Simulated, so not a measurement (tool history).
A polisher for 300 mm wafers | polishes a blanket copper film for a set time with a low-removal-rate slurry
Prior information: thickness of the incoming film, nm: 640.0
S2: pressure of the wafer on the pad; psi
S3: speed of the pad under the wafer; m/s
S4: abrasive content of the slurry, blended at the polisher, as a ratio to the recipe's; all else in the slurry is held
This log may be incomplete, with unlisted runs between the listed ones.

run 1 hour=0 | flow_of_slurry_(ml/min)=265 S2=2.9 S3=0.94 S4=1 polishing_time_(s)=99 | film_removed_(nm)=304.71
run 2 hour=2 | flow_of_slurry_(ml/min)=265 S2=2.8 S3=0.94 S4=1 polishing_time_(s)=99 | film_removed_(nm)=297.59
run 3 hour=2.7 | flow_of_slurry_(ml/min)=265 S2=2.7 S3=0.94 S4=1 polishing_time_(s)=99 | film_removed_(nm)=292.66
run 4 hour=3.6 | flow_of_slurry_(ml/min)=265 S2=2.6 S3=0.94 S4=1 polishing_time_(s)=99 | film_removed_(nm)=277.55
run 5 hour=10.9 | flow_of_slurry_(ml/min)=265 S2=2.6 S3=0.94 S4=0.9 polishing_time_(s)=99 | film_removed_(nm)=267.05
run 6 hour=16.9 | flow_of_slurry_(ml/min)=265 S2=2.6 S3=0.94 S4=0.75 polishing_time_(s)=99 | film_removed_(nm)=260.36
run 7 hour=18.8 | flow_of_slurry_(ml/min)=265 S2=2.5 S3=0.94 S4=0.75 polishing_time_(s)=99 | film_removed_(nm)=251.35
run 8 hour=21.7 | flow_of_slurry_(ml/min)=265 S2=2.4 S3=0.94 S4=0.75 polishing_time_(s)=99 | film_removed_(nm)=241.9

Predict the results of run 9:
-- hour=26.8 slurry nozzle cleaned
run 9 hour=26.8 | flow_of_slurry_(ml/min)=265 S2=2.3 S3=0.94 S4=0.75 polishing_time_(s)=99 | film_removed_(nm)=?

film removed (nm): 237.04
